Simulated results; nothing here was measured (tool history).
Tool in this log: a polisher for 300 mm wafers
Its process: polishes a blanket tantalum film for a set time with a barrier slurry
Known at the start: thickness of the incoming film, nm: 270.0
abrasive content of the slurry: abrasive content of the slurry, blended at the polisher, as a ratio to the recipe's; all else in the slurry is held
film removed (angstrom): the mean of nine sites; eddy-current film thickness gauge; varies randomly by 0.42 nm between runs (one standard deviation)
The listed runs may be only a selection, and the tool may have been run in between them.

run    day  flow of slurry (ml/min)  pressure of the wafer on the pad (psi)  speed of the pad under the wafer (m/s)  abrasive content of the slurry  polishing time (s)  film removed (angstrom)
  1      0                      300                                     2.4                                    1.14                               1                  55                   1254.4
  2  0.362                      300                                     2.4                                    1.14                               1                  55                   1240.3
  3    0.5                      300                                     2.2                                    1.14                               1                  55                     1157
  4  0.742                      300                                     2.2                                    1.14                             1.1                  55                   1190.7
  5  0.796                      300                                       2                                    1.12                             1.1                  55                   1062.3
  6   0.95                      300                                     1.8                                    1.12                             1.1                  55                   962.37
  7  1.183                      300                                     1.7                                    1.12                             1.1                  55                   905.89
  8  1.529                      300                                     1.6                                    1.12                             1.1                  55                   849.98

What will run 9 give?
  9  1.675                      300                                     1.5                                    1.12                             1.1                  55                        ?

Run 9 produced film removed (angstrom) 807.24.
